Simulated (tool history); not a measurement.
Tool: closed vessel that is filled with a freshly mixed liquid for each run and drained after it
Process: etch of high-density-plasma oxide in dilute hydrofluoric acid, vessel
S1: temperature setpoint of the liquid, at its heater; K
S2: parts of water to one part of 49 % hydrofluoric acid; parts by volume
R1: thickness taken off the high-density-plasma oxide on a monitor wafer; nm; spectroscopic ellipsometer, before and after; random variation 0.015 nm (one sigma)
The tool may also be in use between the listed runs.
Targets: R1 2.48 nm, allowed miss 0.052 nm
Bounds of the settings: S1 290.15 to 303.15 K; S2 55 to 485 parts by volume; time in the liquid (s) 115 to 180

run 1 hour=0 | S1=295.15 S2=270 time_in_the_liquid_(s)=180 | R1=3.0928
run 2 hour=1.7 | S1=293.65 S2=275 time_in_the_liquid_(s)=180 | R1=2.8707
run 3 hour=4.3 | S1=293.65 S2=330 time_in_the_liquid_(s)=180 | R1=2.2756
run 4 hour=9.1 | S1=293.65 S2=330 time_in_the_liquid_(s)=180 | R1=2.2796
run 5 hour=16.3 | S1=293.65 S2=330 time_in_the_liquid_(s)=180 | R1=2.3043
run 6 hour=17.8 | S1=294.15 S2=330 time_in_the_liquid_(s)=180 | R1=2.3276
run 7 hour=25.9 | S1=294.65 S2=330 time_in_the_liquid_(s)=180 | R1=2.3466
run 8 hour=31.2 | S1=295.15 S2=330 time_in_the_liquid_(s)=180 | R1=2.4055

Which of these 4 next moves meets every target?
run A hour=36.5 | S1=297.65 S2=340 time_in_the_liquid_(s)=175 | R1=?
run B hour=36.5 | S1=291.65 S2=210 time_in_the_liquid_(s)=115 | R1=?
run C hour=36.5 | S1=292.15 S2=310 time_in_the_liquid_(s)=180 | R1=?
run D hour=36.5 | S1=297.15 S2=360 time_in_the_liquid_(s)=180 | R1=?

move=A R1=2.4762
move=B R1=2.3946
move=C R1=2.3648
move=D R1=2.3215
A: meets every target
B: further off than the last run
C: further off than the last run
D: further off than the last run
The right move is A.
